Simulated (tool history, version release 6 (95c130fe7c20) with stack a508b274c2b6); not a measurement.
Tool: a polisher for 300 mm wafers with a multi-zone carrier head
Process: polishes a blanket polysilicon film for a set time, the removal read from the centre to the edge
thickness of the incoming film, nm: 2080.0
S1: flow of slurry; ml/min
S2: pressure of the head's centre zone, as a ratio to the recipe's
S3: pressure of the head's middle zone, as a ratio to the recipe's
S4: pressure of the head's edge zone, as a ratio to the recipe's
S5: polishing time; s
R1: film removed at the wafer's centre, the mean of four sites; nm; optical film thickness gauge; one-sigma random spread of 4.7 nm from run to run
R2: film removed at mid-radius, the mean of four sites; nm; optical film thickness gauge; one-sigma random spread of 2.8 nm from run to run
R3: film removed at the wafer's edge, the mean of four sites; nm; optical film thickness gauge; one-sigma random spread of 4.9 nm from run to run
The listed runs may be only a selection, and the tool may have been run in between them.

run	hour	S1	S2	S3	S4	S5	R1	R2	R3
1	0	310	1	1	1	80	635.6	617.13	619.46
2	2.2	310	1	1	1.06	80	629.5	613.92	632.95
3	9.9	310	1	0.98	1.03	75	590.46	568.21	596.18
4	15.1	310	1.07	0.98	1.03	75	626.09	566.78	585.63
5	22	310	1.07	0.98	1.03	89	739.71	673.85	695.5
6	24.5	310	1.07	0.97	1.01	82	681.11	618.68	628.98
7	26.5	305	1.06	0.95	0.99	77	647.59	575.18	587.42
8	27.9	290	0.96	0.86	0.89	55	411.06	376.82	407.43

What does the tool deliver on the next run?
9	35.6	300	0.98	0.88	0.91	55	?	?	?

R1: 429.52 nm
R2: 385.01 nm
R3: 399.06 nm
